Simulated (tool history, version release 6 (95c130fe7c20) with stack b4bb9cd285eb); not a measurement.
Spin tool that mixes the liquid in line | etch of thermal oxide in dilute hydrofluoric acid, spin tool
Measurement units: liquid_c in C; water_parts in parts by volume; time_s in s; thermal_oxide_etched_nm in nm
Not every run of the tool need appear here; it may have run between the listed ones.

run,day,liquid_c,water_parts,time_s,thermal_oxide_etched_nm
1,0.000,25.0,55,90,10.1080
2,0.067,21.5,55,90,8.8876
3,0.296,21.5,55,90,8.8220
4,0.525,20.0,55,90,8.3350
5,0.846,21.5,55,90,8.8880
6,1.112,24.5,50,90,11.1650

Run 7 comes next. What will it give?
7,1.442,27.0,45,90,?

Logged for run 7: thermal_oxide_etched_nm 13.6830 nm.
